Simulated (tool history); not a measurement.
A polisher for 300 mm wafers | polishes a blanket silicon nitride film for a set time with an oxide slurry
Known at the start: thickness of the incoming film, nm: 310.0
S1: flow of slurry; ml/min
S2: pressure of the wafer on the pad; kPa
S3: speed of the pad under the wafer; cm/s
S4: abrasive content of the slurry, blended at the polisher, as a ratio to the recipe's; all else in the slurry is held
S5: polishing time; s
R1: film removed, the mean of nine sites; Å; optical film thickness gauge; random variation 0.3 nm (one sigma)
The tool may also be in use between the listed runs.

run 1 hour=0 | S1=145 S2=31 S3=90 S4=1 S5=76 | R1=555.84
run 2 hour=6.7 | S1=145 S2=29.6 S3=88 S4=1 S5=76 | R1=516.71
run 3 hour=10.3 | S1=145 S2=22.8 S3=88 S4=1 S5=76 | R1=406.86
run 4 hour=15 | S1=145 S2=22.8 S3=110 S4=1 S5=76 | R1=479.64
run 5 hour=17.9 | S1=145 S2=28.3 S3=110 S4=1 S5=76 | R1=598.85
run 6 hour=21.1 | S1=145 S2=26.9 S3=106 S4=1 S5=76 | R1=565.86
run 7 hour=23 | S1=145 S2=25.5 S3=104 S4=1 S5=76 | R1=521.27
run 8 hour=28.6 | S1=145 S2=24.1 S3=100 S4=1 S5=76 | R1=477.61
run 9 hour=35.5 | S1=145 S2=22.8 S3=98 S4=1 S5=76 | R1=441.57
run 10 hour=38 | S1=145 S2=22.1 S3=96 S4=1 S5=76 | R1=417.07
run 11 hour=39 | S1=145 S2=21.4 S3=94 S4=1 S5=76 | R1=402.32
run 12 hour=45.8 | S1=145 S2=20.7 S3=92 S4=1 S5=76 | R1=383.44
run 13 hour=46.3 | S1=145 S2=20 S3=90 S4=1 S5=76 | R1=371.06
run 14 hour=47 | S1=145 S2=19.3 S3=88 S4=1 S5=76 | R1=343.29

Run 15 comes next. What will it give?
run 15 hour=55.3 | S1=135 S2=13.8 S3=76 S4=1 S5=76 | R1=?

Run 15 gave R1 223.7 Å.

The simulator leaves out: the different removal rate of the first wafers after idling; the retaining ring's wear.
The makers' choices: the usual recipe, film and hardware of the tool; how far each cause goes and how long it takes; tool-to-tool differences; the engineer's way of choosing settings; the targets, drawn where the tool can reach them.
